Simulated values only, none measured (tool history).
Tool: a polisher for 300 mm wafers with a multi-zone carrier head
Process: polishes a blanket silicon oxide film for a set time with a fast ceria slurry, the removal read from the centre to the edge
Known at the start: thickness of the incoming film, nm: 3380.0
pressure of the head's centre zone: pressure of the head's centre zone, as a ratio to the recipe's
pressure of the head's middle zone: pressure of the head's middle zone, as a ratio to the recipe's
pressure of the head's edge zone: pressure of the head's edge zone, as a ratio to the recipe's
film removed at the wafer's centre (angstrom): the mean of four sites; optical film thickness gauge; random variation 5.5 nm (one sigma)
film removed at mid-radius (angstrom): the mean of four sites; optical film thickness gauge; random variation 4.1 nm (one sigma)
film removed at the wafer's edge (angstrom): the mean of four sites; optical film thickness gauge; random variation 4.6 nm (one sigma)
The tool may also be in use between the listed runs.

run  hour  flow of slurry (ml/min)  pressure of the head's centre zone  pressure of the head's middle zone  pressure of the head's edge zone  polishing time (s)  film removed at the wafer's centre (angstrom)  film removed at mid-radius (angstrom)  film removed at the wafer's edge (angstrom)
  1     0                      140                                   1                                   1                                 1                  41                                         7789.1                                 7830.1                                       7832.9
  2     3                      140                                   1                                   1                              0.96                  41                                         7753.8                                 7893.7                                       7548.8
  3   5.5                      130                                0.98                                0.96                              0.92                  39                                         7185.3                                 7102.9                                       7133.9
  4   6.7                      130                                0.98                                0.96                              0.84                  39                                         7213.9                                   7086                                       6763.5
  5  13.9                      130                                0.98                                1.01                              0.84                  39                                         7053.1                                   7470                                       6758.6
  6  21.3                      130                                0.97                                0.99                              0.84                  36                                           6444                                 6804.4                                       6346.5
  7  25.1                      125                                0.97                                0.98                              0.83                  34                                           6238                                 6278.4                                       5951.8
  8  31.4                      120                                0.96                                0.98                              0.82                  33                                         5738.8                                 6090.1                                       5608.1
  9  34.9                      110                                0.96                                0.97                              0.83                  33                                         5732.3                                 5891.6                                       5555.3
 10  36.9                      105                                0.95                                0.97                              0.84                  33                                         5491.6                                 5843.8                                       5650.9

Forecast run 11:
 11  41.9                      100                                0.96                                0.97                              0.83                  33                                              ?                                      ?                                            ?

film removed at the wafer's centre (angstrom): 5596.2
film removed at mid-radius (angstrom): 5778.9
film removed at the wafer's edge (angstrom): 5574.7
